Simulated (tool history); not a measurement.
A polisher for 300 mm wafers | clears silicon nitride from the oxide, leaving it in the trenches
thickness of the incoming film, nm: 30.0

run,hour,flow of slurry (ml/min),pressure of the wafer on the pad (psi),speed of the pad under the wafer (m/s),overpolish time after the end point (s),time until the end point was called (s)
1,0,190,1.7,0.78,15,57.259
2,3.6,235,1.7,0.78,15,55.876
3,5.7,235,1.9,0.78,15,51.243
4,10.3,235,1.6,0.78,15,56.949
5,17.1,235,1.6,0.66,15,64.472
6,25.9,235,1.6,0.66,16,65.79
7,32,235,1.9,0.7,16,53.415

The next listed run, before its measurement:
8,40.2,235,2.4,0.72,16,?

{"run 8": {"time until the end point was called (s)": 42.414}}
